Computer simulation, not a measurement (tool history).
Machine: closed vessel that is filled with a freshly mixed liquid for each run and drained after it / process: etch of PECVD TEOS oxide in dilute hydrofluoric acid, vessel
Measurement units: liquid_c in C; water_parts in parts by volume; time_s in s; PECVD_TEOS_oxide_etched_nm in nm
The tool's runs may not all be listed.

run 1 hour=0.0 | liquid_c=21.0 water_parts=250 time_s=1350 | PECVD_TEOS_oxide_etched_nm=61.558
run 2 hour=3.1 | liquid_c=21.0 water_parts=250 time_s=1445 | PECVD_TEOS_oxide_etched_nm=65.202
run 3 hour=11.9 | liquid_c=21.0 water_parts=315 time_s=1445 | PECVD_TEOS_oxide_etched_nm=49.344
run 4 hour=21.4 | liquid_c=22.5 water_parts=290 time_s=1445 | PECVD_TEOS_oxide_etched_nm=57.506
run 5 hour=22.7 | liquid_c=22.5 water_parts=290 time_s=1350 | PECVD_TEOS_oxide_etched_nm=54.334
run 6 hour=23.9 | liquid_c=24.5 water_parts=290 time_s=1350 | PECVD_TEOS_oxide_etched_nm=58.403
run 7 hour=27.7 | liquid_c=25.5 water_parts=270 time_s=1350 | PECVD_TEOS_oxide_etched_nm=66.861
run 8 hour=30.4 | liquid_c=26.0 water_parts=255 time_s=1350 | PECVD_TEOS_oxide_etched_nm=72.178
-- hour=38.4 hydrofluoric acid flow meter replaced
run 9 hour=38.4 | liquid_c=26.5 water_parts=240 time_s=1350 | PECVD_TEOS_oxide_etched_nm=87.218

Run 10 comes next. What will it give?
run 10 hour=46.9 | liquid_c=26.5 water_parts=240 time_s=1350 | PECVD_TEOS_oxide_etched_nm=?

Run 10 yielded PECVD_TEOS_oxide_etched_nm 88.542 nm.

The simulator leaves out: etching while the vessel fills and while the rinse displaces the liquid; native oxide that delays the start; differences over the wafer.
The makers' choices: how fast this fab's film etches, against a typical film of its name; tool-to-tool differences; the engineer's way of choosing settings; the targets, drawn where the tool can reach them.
